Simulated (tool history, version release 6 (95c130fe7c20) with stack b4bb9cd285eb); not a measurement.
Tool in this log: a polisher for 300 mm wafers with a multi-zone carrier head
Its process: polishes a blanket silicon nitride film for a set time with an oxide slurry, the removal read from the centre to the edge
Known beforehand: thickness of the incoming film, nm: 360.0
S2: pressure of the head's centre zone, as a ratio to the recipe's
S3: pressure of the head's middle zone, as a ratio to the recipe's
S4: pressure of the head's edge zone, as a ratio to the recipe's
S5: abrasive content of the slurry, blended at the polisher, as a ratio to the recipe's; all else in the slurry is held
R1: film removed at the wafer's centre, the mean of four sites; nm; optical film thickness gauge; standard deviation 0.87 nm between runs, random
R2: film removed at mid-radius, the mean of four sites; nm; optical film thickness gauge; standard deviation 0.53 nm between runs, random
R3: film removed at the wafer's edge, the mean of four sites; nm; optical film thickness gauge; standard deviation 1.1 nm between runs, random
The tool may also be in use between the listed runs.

Run 1, day 0: flow of slurry (ml/min) 290, S2 1, S3 1, S4 1, S5 1, polishing time (s) 87. Result: R1 67.259 nm, R2 68.187 nm, R3 69.963 nm.
Run 2, day 0.371: flow of slurry (ml/min) 290, S2 1, S3 0.92, S4 1, S5 1, polishing time (s) 87. Result: R1 68.185 nm, R2 64.832 nm, R3 71.439 nm.
Run 3, day 0.408: flow of slurry (ml/min) 290, S2 1, S3 0.85, S4 1, S5 1, polishing time (s) 87. Result: R1 66.881 nm, R2 63.017 nm, R3 69.501 nm.
Run 4, day 0.738: flow of slurry (ml/min) 290, S2 1, S3 0.85, S4 1, S5 1, polishing time (s) 78. Result: R1 60.54 nm, R2 56.131 nm, R3 62.841 nm.
Run 5, day 1.067: flow of slurry (ml/min) 290, S2 1.03, S3 0.85, S4 1, S5 1, polishing time (s) 78. Result: R1 63.018 nm, R2 55.516 nm, R3 62.128 nm.
Run 6, day 1.242: flow of slurry (ml/min) 300, S2 1.02, S3 0.9, S4 1, S5 1.05, polishing time (s) 78. Result: R1 62.539 nm, R2 58.817 nm, R3 65.027 nm.
Run 7, day 1.292: flow of slurry (ml/min) 300, S2 1.02, S3 0.94, S4 0.98, S5 1.1, polishing time (s) 78. Result: R1 63.663 nm, R2 62.357 nm, R3 64.636 nm.
Run 8, day 1.367: flow of slurry (ml/min) 305, S2 1.02, S3 0.97, S4 0.99, S5 1.15, polishing time (s) 78. Result: R1 67.843 nm, R2 64.95 nm, R3 67.797 nm.

Forecast run 9:
Run 9, day 1.638: flow of slurry (ml/min) 305, S2 1.02, S3 0.97, S4 0.99, S5 1.15, polishing time (s) 78. Result: R1 ?, R2 ?, R3 ?.

{"run 9": {"R1": 66.305, "R2": 65.376, "R3": 67.512}}

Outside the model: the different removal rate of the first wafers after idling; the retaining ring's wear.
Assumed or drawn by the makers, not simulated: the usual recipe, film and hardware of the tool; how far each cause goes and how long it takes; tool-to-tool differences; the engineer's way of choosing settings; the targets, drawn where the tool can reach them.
